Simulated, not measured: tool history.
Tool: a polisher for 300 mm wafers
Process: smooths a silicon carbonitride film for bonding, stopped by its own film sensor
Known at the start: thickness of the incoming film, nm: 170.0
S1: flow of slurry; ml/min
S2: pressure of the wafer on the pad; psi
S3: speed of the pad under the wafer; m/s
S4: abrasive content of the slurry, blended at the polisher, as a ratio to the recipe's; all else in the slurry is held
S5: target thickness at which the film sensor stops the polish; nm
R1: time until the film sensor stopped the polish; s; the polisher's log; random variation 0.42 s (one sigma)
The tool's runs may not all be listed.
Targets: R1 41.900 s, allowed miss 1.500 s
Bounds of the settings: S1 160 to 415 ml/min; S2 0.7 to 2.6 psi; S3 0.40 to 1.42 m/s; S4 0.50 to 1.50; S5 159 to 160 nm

run,hour,S1,S2,S3,S4,S5,R1
1,0.0,265,1.6,0.90,1.00,159,54.013
2,7.8,330,1.6,0.90,1.00,159,52.394
3,8.4,330,1.7,0.90,1.00,159,50.490
4,14.3,280,1.7,0.90,1.00,159,51.031
5,21.7,280,1.7,0.68,1.00,159,64.138
6,24.8,280,1.7,0.68,1.00,160,58.472
7,26.1,280,1.8,0.68,1.00,160,56.216
8,32.0,280,1.9,0.68,1.00,160,54.280
9,36.9,280,2.0,0.68,1.00,160,52.388
10,39.3,285,2.5,0.70,1.00,160,44.193

Which of these 5 next moves meets every target?
A,41.7,290,2.4,0.68,1.00,160,?
B,41.7,300,2.4,0.70,1.15,159,?
C,41.7,280,2.6,0.72,1.05,160,?
D,41.7,215,2.2,0.80,0.95,160,?
E,41.7,335,2.5,0.70,1.05,159,?

move,R1
A,46.876
B,47.354
C,41.611
D,46.310
E,47.317
A: further off than the last run
B: further off than the last run
C: meets every target
D: further off than the last run
E: further off than the last run
The right move is C.
